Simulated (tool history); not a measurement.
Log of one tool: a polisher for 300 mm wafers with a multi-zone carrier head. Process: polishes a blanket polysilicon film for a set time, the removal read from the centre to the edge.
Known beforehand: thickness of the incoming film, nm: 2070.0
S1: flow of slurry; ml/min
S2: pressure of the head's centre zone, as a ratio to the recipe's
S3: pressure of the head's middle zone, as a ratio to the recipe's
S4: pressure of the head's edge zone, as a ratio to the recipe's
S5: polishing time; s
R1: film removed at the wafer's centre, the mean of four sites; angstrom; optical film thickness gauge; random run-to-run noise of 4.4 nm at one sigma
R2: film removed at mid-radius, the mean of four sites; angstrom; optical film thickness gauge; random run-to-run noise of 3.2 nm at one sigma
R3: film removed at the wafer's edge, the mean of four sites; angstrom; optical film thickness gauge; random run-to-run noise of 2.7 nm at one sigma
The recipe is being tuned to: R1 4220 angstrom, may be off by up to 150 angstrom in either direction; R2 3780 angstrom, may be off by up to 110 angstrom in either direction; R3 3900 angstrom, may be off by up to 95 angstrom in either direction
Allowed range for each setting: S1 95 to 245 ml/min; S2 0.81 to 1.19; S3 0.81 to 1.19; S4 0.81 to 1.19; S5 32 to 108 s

run	day	S1	S2	S3	S4	S5	R1	R2	R3
1	0	155	1	1	1	70	7512.3	7582.8	7420.9
2	0.088	150	1	0.97	0.97	62	6590.5	6498.9	6433.5
3	0.308	190	1	0.97	0.97	62	6866.9	6844.3	6743
4	0.375	190	1	0.93	0.97	62	6872.9	6614.2	6667.6
5	0.454	175	1	0.91	0.94	57	6106.9	5915.7	6064.6
6	0.55	175	0.97	0.91	0.94	57	6075.6	5829.8	6057.6
7	0.829	130	1.02	0.83	0.84	38	3943.1	3362.9	3589.8
8	1.15	140	1.01	0.83	0.84	38	3994.1	3422.6	3685.8
9	1.288	145	1.01	0.84	0.84	38	3998.9	3522.2	3698.8
10	1.621	150	1.01	0.84	0.84	38	4022	3551.5	3700.9
11	1.912	155	1.01	0.84	0.84	38	4158.4	3609.6	3696.3
12	2.267	160	1	0.84	0.85	38	4060.6	3568.9	3778.4
13	2.567	165	1	0.84	0.85	38	4134.5	3631	3808.2
14	2.879	170	1	0.84	0.85	38	4128.4	3666.6	3822.2
15	3.058	175	1	0.84	0.85	38	4230	3623.1	3791.4
16	3.25	175	0.99	0.84	0.85	38	4101	3646.1	3836.2
17	3.288	180	0.99	0.84	0.85	38	4204.7	3658.7	3871.7

Exactly one of the 4 candidate moves below puts every result within its allowed miss. Which one?
A	3.325	190	1.01	0.84	0.83	37	?	?	?
B	3.325	205	1.05	0.84	0.87	36	?	?	?
C	3.325	145	1.13	0.87	0.85	40	?	?	?
D	3.325	195	0.97	0.84	0.82	39	?	?	?

move	R1	R2	R3
A	4223	3577.2	3704.8
B	4314.6	3520.6	3713.3
C	4783.1	3781.1	3899.4
D	4309	3786.9	3896.2
A: moves away from the targets compared with the last run
B: moves away from the targets compared with the last run
C: the worst result of the last run now meets its target, but another is out of spec
D: each result inside its tolerance
The move that meets every target is D.
